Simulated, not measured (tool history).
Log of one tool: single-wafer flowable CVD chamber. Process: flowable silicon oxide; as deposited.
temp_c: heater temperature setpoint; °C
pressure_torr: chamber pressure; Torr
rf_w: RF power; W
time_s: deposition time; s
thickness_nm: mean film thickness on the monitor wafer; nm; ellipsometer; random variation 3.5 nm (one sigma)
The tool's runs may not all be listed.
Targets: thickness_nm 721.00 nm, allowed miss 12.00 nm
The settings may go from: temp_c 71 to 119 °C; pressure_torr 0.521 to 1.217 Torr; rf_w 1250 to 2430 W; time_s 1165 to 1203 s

run 1 hour=0.0 | temp_c=95 pressure_torr=0.869 rf_w=1840 time_s=1165 | thickness_nm=886.01
run 2 hour=4.3 | temp_c=95 pressure_torr=0.788 rf_w=1840 time_s=1165 | thickness_nm=824.60
run 3 hour=9.7 | temp_c=95 pressure_torr=0.788 rf_w=1665 time_s=1165 | thickness_nm=804.07
run 4 hour=16.6 | temp_c=95 pressure_torr=0.788 rf_w=1665 time_s=1203 | thickness_nm=826.49
run 5 hour=18.5 | temp_c=95 pressure_torr=0.788 rf_w=1775 time_s=1203 | thickness_nm=848.14
run 6 hour=25.1 | temp_c=95 pressure_torr=0.788 rf_w=1775 time_s=1165 | thickness_nm=822.79
run 7 hour=31.0 | temp_c=96 pressure_torr=0.788 rf_w=1775 time_s=1165 | thickness_nm=785.49
run 8 hour=33.1 | temp_c=97 pressure_torr=0.788 rf_w=1775 time_s=1165 | thickness_nm=771.27
run 9 hour=36.8 | temp_c=98 pressure_torr=0.788 rf_w=1775 time_s=1165 | thickness_nm=750.26

5 next moves are on the table. One of them brings every result within its allowed miss. Which?
run A hour=40.5 | temp_c=94 pressure_torr=0.673 rf_w=1995 time_s=1165 | thickness_nm=?
run B hour=40.5 | temp_c=97 pressure_torr=0.745 rf_w=1805 time_s=1185 | thickness_nm=?
run C hour=40.5 | temp_c=108 pressure_torr=0.966 rf_w=2165 time_s=1203 | thickness_nm=?
run D hour=40.5 | temp_c=101 pressure_torr=0.900 rf_w=1800 time_s=1182 | thickness_nm=?
run E hour=40.5 | temp_c=98 pressure_torr=0.777 rf_w=1750 time_s=1177 | thickness_nm=?

move=A thickness_nm=758.09
move=B thickness_nm=755.58
move=C thickness_nm=722.44
move=D thickness_nm=792.36
move=E thickness_nm=750.75
A: further off than the last run
B: further off than the last run
C: meets every target
D: further off than the last run
E: as far off as the last run
Move C is the one to make.
